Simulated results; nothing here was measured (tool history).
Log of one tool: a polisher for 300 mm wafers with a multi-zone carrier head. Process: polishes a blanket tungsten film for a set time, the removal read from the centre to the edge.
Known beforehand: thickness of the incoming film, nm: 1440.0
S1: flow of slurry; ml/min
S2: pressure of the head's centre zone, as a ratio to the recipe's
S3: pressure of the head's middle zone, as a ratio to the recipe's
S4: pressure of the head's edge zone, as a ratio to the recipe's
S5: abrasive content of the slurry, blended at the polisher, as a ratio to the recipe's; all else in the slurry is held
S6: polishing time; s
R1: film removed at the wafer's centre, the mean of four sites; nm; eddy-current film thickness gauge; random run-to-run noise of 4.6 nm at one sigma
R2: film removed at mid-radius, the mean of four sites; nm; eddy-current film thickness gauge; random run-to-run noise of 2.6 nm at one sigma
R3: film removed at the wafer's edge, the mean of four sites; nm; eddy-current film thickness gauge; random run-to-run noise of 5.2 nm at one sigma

| run | hour | S1 | S2 | S3 | S4 | S5 | S6 | R1 | R2 | R3 |
|---|---|---|---|---|---|---|---|---|---|---|
| 1 | 0 | 290 | 1 | 1 | 1 | 1 | 59 | 223.35 | 253.41 | 255.29 |
| 2 | 6.5 | 290 | 1 | 1 | 1 | 1 | 46 | 175.56 | 196.26 | 194.19 |
| 3 | 11.1 | 290 | 1 | 0.92 | 1 | 1 | 46 | 179.77 | 185.68 | 194.83 |
| 4 | 14.1 | 290 | 1 | 0.92 | 1 | 0.9 | 46 | 178.08 | 178.76 | 190.14 |
| 5 | 20 | 290 | 1 | 0.92 | 1 | 0.9 | 55 | 204.12 | 213.37 | 225.34 |
| 6 | 27.2 | 290 | 0.94 | 0.92 | 1 | 0.9 | 55 | 195.25 | 212.9 | 229.11 |
| 7 | 28.5 | 300 | 0.98 | 0.96 | 1.02 | 1.05 | 58 | 226.19 | 247.02 | 256.5 |
| 8 | 31.3 | 310 | 1 | 0.99 | 1.05 | 1.15 | 59 | 239.39 | 267.21 | 279.56 |
| 9 | 33.3 | 355 | 1.1 | 1.09 | 1.08 | 1.4 | 62 | 300.75 | 328.74 | 316.88 |
| 10 | 37.9 | 360 | 1.1 | 1.11 | 1.1 | 1.4 | 62 | 298.6 | 332.56 | 313.94 |
|  | 45 | centre zone pressure recalibrated |
| 11 | 45 | 360 | 1.09 | 1.11 | 1.11 | 1.4 | 63 | 331.11 | 340.54 | 325.03 |

Estimate the outcome of run 12 from the log above:
| 12 | 48.8 | 355 | 1.09 | 1.1 | 1.09 | 1.4 | 64 | ? | ? | ? |

{"run 12": {"R1": 325.34, "R2": 337.68, "R3": 334.12}}
